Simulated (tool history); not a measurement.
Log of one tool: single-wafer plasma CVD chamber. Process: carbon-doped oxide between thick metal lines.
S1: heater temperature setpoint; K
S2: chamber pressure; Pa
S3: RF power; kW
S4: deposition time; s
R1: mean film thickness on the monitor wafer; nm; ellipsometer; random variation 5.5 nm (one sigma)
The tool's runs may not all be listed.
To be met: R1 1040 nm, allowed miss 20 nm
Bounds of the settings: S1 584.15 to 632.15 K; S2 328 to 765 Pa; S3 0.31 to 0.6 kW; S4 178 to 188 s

run	hour	S1	S2	S3	S4	R1
1	0	608.15	547	0.455	188	944.46
2	5.3	605.15	571	0.46	188	957.58
3	8.2	605.15	509	0.46	188	934.39
4	14.6	605.15	509	0.4	188	873.16
5	21.8	603.15	553	0.42	188	908.48
6	27.8	602.15	587	0.435	188	943.4
7	35.5	601.15	619	0.44	188	952.67
8	38.2	600.15	641	0.45	188	985.69

Which of these 5 next moves meets every target?
A	40.9	598.15	680	0.44	188	?
B	40.9	605.15	535	0.55	188	?
C	40.9	595.15	561	0.5	185	?
D	40.9	593.15	499	0.475	188	?
E	40.9	591.15	620	0.445	188	?

move	R1
A	986.3
B	1038
C	1011.1
D	988.61
E	997.19
A: as far off as the last run
B: meets every target
C: nearer than the last run, and not there yet
D: nearer than the last run, and not there yet
E: nearer than the last run, and not there yet
The right move is B.

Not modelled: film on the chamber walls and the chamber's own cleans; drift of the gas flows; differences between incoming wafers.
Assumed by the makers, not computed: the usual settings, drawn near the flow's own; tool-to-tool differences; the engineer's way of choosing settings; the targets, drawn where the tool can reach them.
